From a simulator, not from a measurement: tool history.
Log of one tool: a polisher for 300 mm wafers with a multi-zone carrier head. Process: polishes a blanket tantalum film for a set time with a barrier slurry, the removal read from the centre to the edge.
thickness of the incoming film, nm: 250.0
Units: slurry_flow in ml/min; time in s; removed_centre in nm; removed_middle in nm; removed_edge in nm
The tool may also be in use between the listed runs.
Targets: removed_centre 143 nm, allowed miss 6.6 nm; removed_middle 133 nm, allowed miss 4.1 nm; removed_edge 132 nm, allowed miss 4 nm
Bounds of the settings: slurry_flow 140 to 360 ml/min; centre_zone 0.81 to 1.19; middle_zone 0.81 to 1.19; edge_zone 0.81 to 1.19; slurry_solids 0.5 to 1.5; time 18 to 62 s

run 1 hour=0 | slurry_flow=230 centre_zone=1 middle_zone=1 edge_zone=1 slurry_solids=1 time=40 | removed_centre=96.788 removed_middle=100.09 removed_edge=98.446
run 2 hour=8 | slurry_flow=230 centre_zone=1 middle_zone=1 edge_zone=1 slurry_solids=1 time=31 | removed_centre=75.047 removed_middle=76.854 removed_edge=75.788
run 3 hour=13 | slurry_flow=230 centre_zone=1 middle_zone=0.93 edge_zone=1 slurry_solids=1 time=31 | removed_centre=74.996 removed_middle=73.356 removed_edge=77.033
run 4 hour=17.2 | slurry_flow=230 centre_zone=1 middle_zone=0.93 edge_zone=1 slurry_solids=1 time=25 | removed_centre=62.417 removed_middle=59.591 removed_edge=60.683
run 5 hour=21.6 | slurry_flow=245 centre_zone=1.05 middle_zone=0.98 edge_zone=1.04 slurry_solids=1.15 time=31 | removed_centre=84.676 removed_middle=81.016 removed_edge=81.025
run 6 hour=23.7 | slurry_flow=270 centre_zone=1.05 middle_zone=0.98 edge_zone=1.04 slurry_solids=1.15 time=31 | removed_centre=85.221 removed_middle=81.718 removed_edge=82.371
run 7 hour=26.9 | slurry_flow=285 centre_zone=1.08 middle_zone=1.01 edge_zone=1.08 slurry_solids=1.25 time=34 | removed_centre=100.48 removed_middle=94.425 removed_edge=94.533
run 8 hour=28.2 | slurry_flow=295 centre_zone=1.1 middle_zone=1.03 edge_zone=1.11 slurry_solids=1.35 time=36 | removed_centre=106.77 removed_middle=104.32 removed_edge=103.86
run 9 hour=35 | slurry_flow=305 centre_zone=1.13 middle_zone=1.04 edge_zone=1.12 slurry_solids=1.4 time=38 | removed_centre=119.27 removed_middle=111.12 removed_edge=110.52
run 10 hour=39.8 | slurry_flow=310 centre_zone=1.14 middle_zone=1.05 edge_zone=1.14 slurry_solids=1.45 time=40 | removed_centre=130.73 removed_middle=118.56 removed_edge=119.05
run 11 hour=48.7 | slurry_flow=315 centre_zone=1.14 middle_zone=1.06 edge_zone=1.15 slurry_solids=1.45 time=41 | removed_centre=135.73 removed_middle=123.89 removed_edge=121.26
run 12 hour=54 | slurry_flow=315 centre_zone=1.13 middle_zone=1.06 edge_zone=1.16 slurry_solids=1.45 time=42 | removed_centre=136.18 removed_middle=126.36 removed_edge=127.09
run 13 hour=57.1 | slurry_flow=320 centre_zone=1.14 middle_zone=1.07 edge_zone=1.17 slurry_solids=1.45 time=42 | removed_centre=138.64 removed_middle=126.9 removed_edge=128.03

5 next moves are on the table. One of them brings every result within its allowed miss. Which?
run A hour=60.2 | slurry_flow=300 centre_zone=1.08 middle_zone=1.14 edge_zone=1.07 slurry_solids=1.5 time=42 | removed_centre=? removed_middle=? removed_edge=?
run B hour=60.2 | slurry_flow=285 centre_zone=1.19 middle_zone=1.01 edge_zone=1.19 slurry_solids=1.2 time=43 | removed_centre=? removed_middle=? removed_edge=?
run C hour=60.2 | slurry_flow=325 centre_zone=1.17 middle_zone=1.02 edge_zone=1.19 slurry_solids=1.5 time=42 | removed_centre=? removed_middle=? removed_edge=?
run D hour=60.2 | slurry_flow=330 centre_zone=1.15 middle_zone=0.98 edge_zone=1.19 slurry_solids=1.45 time=42 | removed_centre=? removed_middle=? removed_edge=?
run E hour=60.2 | slurry_flow=300 centre_zone=1.16 middle_zone=1.09 edge_zone=1.17 slurry_solids=1.3 time=45 | removed_centre=? removed_middle=? removed_edge=?

move=A removed_centre=130.42 removed_middle=132.86 removed_edge=123.19
move=B removed_centre=138.18 removed_middle=116.51 removed_edge=125.52
move=C removed_centre=142.49 removed_middle=122.96 removed_edge=131.06
move=D removed_centre=139.14 removed_middle=118.6 removed_edge=130.25
move=E removed_centre=144.99 removed_middle=132.76 removed_edge=133.5
A: brings the result that was furthest off to its target, and leaves another outside
B: further off than the last run
C: further off than the last run
D: further off than the last run
E: meets every target
Move E is the one to make.
